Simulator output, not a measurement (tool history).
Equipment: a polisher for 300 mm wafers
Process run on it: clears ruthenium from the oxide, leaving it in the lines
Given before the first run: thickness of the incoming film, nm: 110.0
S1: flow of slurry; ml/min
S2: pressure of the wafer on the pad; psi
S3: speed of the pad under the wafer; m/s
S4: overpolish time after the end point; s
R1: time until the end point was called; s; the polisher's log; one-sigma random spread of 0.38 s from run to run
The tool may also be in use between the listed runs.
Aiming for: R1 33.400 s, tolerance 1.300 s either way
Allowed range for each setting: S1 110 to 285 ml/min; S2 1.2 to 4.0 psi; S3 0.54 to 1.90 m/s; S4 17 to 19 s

run,hour,S1,S2,S3,S4,R1
1,0.0,180,2.6,1.22,17,53.069
2,3.1,180,2.6,1.00,17,62.578
3,7.2,180,2.6,1.00,19,63.684
4,14.3,145,2.6,1.00,19,63.962
5,16.1,145,2.6,1.00,19,64.095
6,22.1,145,2.6,1.00,17,64.688
7,24.9,145,2.6,1.00,17,65.079
8,28.7,150,3.0,1.04,17,54.012
9,36.0,150,3.3,1.08,17,47.885
10,39.1,150,3.5,1.12,17,45.754
11,44.1,175,4.0,1.42,17,31.781

5 next moves are on the table. One of them brings every result within its allowed miss. Which?
A,49.1,195,4.0,1.44,19,?
B,49.1,140,3.9,1.58,19,?
C,49.1,195,4.0,1.46,17,?
D,49.1,175,3.6,1.50,19,?
E,49.1,175,4.0,1.44,17,?

move,R1
A,30.814
B,30.678
C,30.460
D,33.382
E,31.274
A: the biggest miss grows against the last run
B: the biggest miss grows against the last run
C: the biggest miss grows against the last run
D: all results land within tolerance of their targets
E: the biggest miss grows against the last run
Go with D: it meets all targets.
